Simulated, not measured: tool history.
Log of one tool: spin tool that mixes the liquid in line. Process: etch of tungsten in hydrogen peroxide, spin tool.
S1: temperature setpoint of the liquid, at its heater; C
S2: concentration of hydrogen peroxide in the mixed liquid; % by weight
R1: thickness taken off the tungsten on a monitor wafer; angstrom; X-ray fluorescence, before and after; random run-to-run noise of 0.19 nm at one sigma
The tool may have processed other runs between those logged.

Run 1, hour 0.0: S1 44.0 C, S2 18.5 % by weight, time under the liquid (s) 15. Result: R1 191.51 angstrom.
Run 2, hour 7.8: S1 44.0 C, S2 15.0 % by weight, time under the liquid (s) 15. Result: R1 173.21 angstrom.
Run 3, hour 16.5: S1 44.0 C, S2 17.0 % by weight, time under the liquid (s) 15. Result: R1 183.86 angstrom.
Run 4, hour 24.1: S1 48.0 C, S2 17.0 % by weight, time under the liquid (s) 15. Result: R1 238.67 angstrom.
Run 5, hour 32.0: S1 50.5 C, S2 17.0 % by weight, time under the liquid (s) 15. Result: R1 276.93 angstrom.
Run 6, hour 35.2: S1 50.5 C, S2 18.5 % by weight, time under the liquid (s) 15. Result: R1 288.35 angstrom.

Forecast run 7:
Run 7, hour 43.0: S1 52.0 C, S2 18.5 % by weight, time under the liquid (s) 15. Result: R1 ?.

R1: 313.87 angstrom

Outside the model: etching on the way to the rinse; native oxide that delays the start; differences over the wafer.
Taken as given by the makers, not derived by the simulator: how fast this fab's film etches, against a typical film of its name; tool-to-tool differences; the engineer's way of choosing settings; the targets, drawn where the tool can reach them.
